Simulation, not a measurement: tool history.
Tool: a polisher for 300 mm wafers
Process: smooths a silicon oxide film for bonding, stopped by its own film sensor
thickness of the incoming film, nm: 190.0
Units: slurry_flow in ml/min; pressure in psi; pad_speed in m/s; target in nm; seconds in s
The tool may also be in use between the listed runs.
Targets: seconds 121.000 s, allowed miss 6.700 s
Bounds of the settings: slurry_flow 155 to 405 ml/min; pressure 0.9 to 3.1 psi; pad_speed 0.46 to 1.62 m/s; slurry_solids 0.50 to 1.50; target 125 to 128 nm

| run | hour | slurry_flow | pressure | pad_speed | slurry_solids | target | seconds |
|---|---|---|---|---|---|---|---|
| 1 | 0.0 | 260 | 2.0 | 1.04 | 1.00 | 128 | 63.455 |
| 2 | 6.8 | 260 | 1.8 | 1.00 | 1.00 | 128 | 72.326 |
| 3 | 14.1 | 260 | 1.6 | 0.98 | 1.00 | 128 | 81.136 |
| 4 | 22.6 | 260 | 1.6 | 0.98 | 1.00 | 125 | 84.812 |
| 5 | 27.3 | 260 | 1.6 | 0.98 | 1.00 | 128 | 79.393 |
| 6 | 28.6 | 260 | 1.6 | 0.98 | 0.90 | 128 | 88.491 |
| 7 | 36.0 | 260 | 1.5 | 0.98 | 0.90 | 128 | 91.160 |
| 8 | 39.9 | 260 | 1.4 | 0.98 | 0.90 | 128 | 99.313 |
| 9 | 41.2 | 260 | 1.3 | 0.98 | 0.90 | 128 | 105.760 |

Which of these 4 next moves meets every target?
| A | 42.5 | 265 | 1.4 | 0.78 | 1.00 | 128 | ? |
| B | 42.5 | 265 | 1.1 | 1.10 | 1.05 | 126 | ? |
| C | 42.5 | 235 | 1.7 | 0.62 | 1.05 | 127 | ? |
| D | 42.5 | 180 | 1.0 | 1.08 | 1.05 | 128 | ? |

| move | seconds |
|---|---|
| A | 111.020 |
| B | 110.540 |
| C | 107.990 |
| D | 122.870 |
A: nearer than the last run, and not there yet
B: nearer than the last run, and not there yet
C: nearer than the last run, and not there yet
D: meets every target
Answer: D
